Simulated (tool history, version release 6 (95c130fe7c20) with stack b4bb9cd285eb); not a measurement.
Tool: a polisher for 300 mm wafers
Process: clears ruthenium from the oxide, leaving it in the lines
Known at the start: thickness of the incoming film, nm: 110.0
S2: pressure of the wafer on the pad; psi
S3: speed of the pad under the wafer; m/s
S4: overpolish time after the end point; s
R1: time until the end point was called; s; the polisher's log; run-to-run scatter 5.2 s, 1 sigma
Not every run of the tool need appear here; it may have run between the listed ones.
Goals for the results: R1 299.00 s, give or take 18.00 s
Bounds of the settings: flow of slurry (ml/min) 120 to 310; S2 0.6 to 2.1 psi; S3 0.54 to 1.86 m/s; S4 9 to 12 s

{"run": 1, "hour": 0.0, "flow of slurry (ml/min)": 200, "S2": 1.3, "S3": 1.18, "S4": 12, "R1": 142.08}
{"run": 2, "hour": 4.2, "flow of slurry (ml/min)": 200, "S2": 1.3, "S3": 0.96, "S4": 12, "R1": 158.77}
{"run": 3, "hour": 10.4, "flow of slurry (ml/min)": 200, "S2": 1.3, "S3": 0.68, "S4": 12, "R1": 194.04}
{"run": 4, "hour": 17.0, "flow of slurry (ml/min)": 245, "S2": 1.3, "S3": 0.68, "S4": 12, "R1": 191.47}
{"run": 5, "hour": 22.5, "flow of slurry (ml/min)": 245, "S2": 1.3, "S3": 0.92, "S4": 12, "R1": 163.14}
{"run": 6, "hour": 25.4, "flow of slurry (ml/min)": 245, "S2": 1.1, "S3": 0.88, "S4": 12, "R1": 193.45}
{"run": 7, "hour": 26.6, "flow of slurry (ml/min)": 245, "S2": 0.9, "S3": 0.84, "S4": 12, "R1": 241.03}
{"run": 8, "hour": 29.9, "flow of slurry (ml/min)": 245, "S2": 0.8, "S3": 0.84, "S4": 12, "R1": 274.41}

Next run, 4 choices. One meets every target within its allowed miss, the rest don't. Which?
{"run": "A", "hour": 33.2, "flow of slurry (ml/min)": 270, "S2": 1.0, "S3": 0.7, "S4": 12, "R1": "?"}
{"run": "B", "hour": 33.2, "flow of slurry (ml/min)": 195, "S2": 0.8, "S3": 1.02, "S4": 9, "R1": "?"}
{"run": "C", "hour": 33.2, "flow of slurry (ml/min)": 215, "S2": 0.8, "S3": 0.7, "S4": 10, "R1": "?"}
{"run": "D", "hour": 33.2, "flow of slurry (ml/min)": 245, "S2": 0.8, "S3": 0.88, "S4": 12, "R1": "?"}

move=A R1=238.52
move=B R1=250.55
move=C R1=302.75
move=D R1=264.98
A: further off than the last run
B: further off than the last run
C: every result within its allowed miss
D: further off than the last run
C meets every target.
